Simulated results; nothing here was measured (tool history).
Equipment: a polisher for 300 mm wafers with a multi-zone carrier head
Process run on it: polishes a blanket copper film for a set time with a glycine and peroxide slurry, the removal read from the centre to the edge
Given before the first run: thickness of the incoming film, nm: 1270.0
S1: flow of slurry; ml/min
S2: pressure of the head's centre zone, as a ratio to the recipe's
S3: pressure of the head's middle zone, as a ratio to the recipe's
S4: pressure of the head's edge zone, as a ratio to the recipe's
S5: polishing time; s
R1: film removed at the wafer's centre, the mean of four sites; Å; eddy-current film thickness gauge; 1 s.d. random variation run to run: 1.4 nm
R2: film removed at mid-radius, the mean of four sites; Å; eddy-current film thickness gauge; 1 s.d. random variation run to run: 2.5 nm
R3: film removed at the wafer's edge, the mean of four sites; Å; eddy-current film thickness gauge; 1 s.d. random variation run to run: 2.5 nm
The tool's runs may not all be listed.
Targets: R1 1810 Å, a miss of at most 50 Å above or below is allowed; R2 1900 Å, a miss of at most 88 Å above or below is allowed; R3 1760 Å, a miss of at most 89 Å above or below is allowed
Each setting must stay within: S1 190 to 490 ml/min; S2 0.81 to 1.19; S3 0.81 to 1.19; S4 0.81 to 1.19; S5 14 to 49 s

run 1 hour=0 | S1=315 S2=1 S3=1 S4=1 S5=31 | R1=1464.7 R2=1455.3 R3=1524.9
run 2 hour=7.2 | S1=320 S2=1.02 S3=1.04 S4=1.01 S5=32 | R1=1549.4 R2=1563.5 R3=1581.6
run 3 hour=13.7 | S1=325 S2=1.04 S3=1.07 S4=1.03 S5=33 | R1=1633.5 R2=1691.4 R3=1649.9
run 4 hour=15.1 | S1=325 S2=0.98 S3=1.07 S4=1.03 S5=33 | R1=1554.3 R2=1649.2 R3=1614.7
run 5 hour=21.6 | S1=325 S2=0.98 S3=1.15 S4=1.03 S5=33 | R1=1564.7 R2=1759.6 R3=1633.6
run 6 hour=29.7 | S1=325 S2=0.98 S3=1.15 S4=1.07 S5=33 | R1=1548.3 R2=1755.6 R3=1651
run 7 hour=36.6 | S1=330 S2=1.01 S3=1.15 S4=1.07 S5=33 | R1=1560 R2=1793.5 R3=1651.8
run 8 hour=44.7 | S1=330 S2=1.04 S3=1.14 S4=1.06 S5=33 | R1=1645.4 R2=1791.5 R3=1648.9
run 9 hour=49.2 | S1=330 S2=1.05 S3=1.14 S4=1.07 S5=33 | R1=1634.2 R2=1790.2 R3=1666.4
run 10 hour=52.5 | S1=360 S2=1.14 S3=1.17 S4=1.1 S5=34 | R1=1852.6 R2=1895.5 R3=1763.7

Exercise: of the 5 proposed moves below, exactly one satisfies all targets within the stated allowed misses. Which move is it?
run A hour=55.8 | S1=270 S2=1.08 S3=1.14 S4=1.02 S5=36 | R1=? R2=? R3=?
run B hour=55.8 | S1=365 S2=1.15 S3=1.19 S4=1.04 S5=35 | R1=? R2=? R3=?
run C hour=55.8 | S1=350 S2=1.15 S3=1.13 S4=1.14 S5=35 | R1=? R2=? R3=?
run D hour=55.8 | S1=365 S2=1.11 S3=1.19 S4=0.96 S5=36 | R1=? R2=? R3=?
run E hour=55.8 | S1=335 S2=1.11 S3=1.07 S4=1.09 S5=37 | R1=? R2=? R3=?

move=A R1=1845.1 R2=1884.8 R3=1733
move=B R1=1975.9 R2=1958.7 R3=1739.2
move=C R1=1967.3 R2=1866.2 R3=1817.9
move=D R1=1961.2 R2=2015.4 R3=1721
move=E R1=1997.4 R2=1875.9 R3=1874.2
A: every result within its allowed miss
B: lands further from the targets than the last run did
C: lands further from the targets than the last run did
D: lands further from the targets than the last run did
E: lands further from the targets than the last run did
The move that meets every target is A.
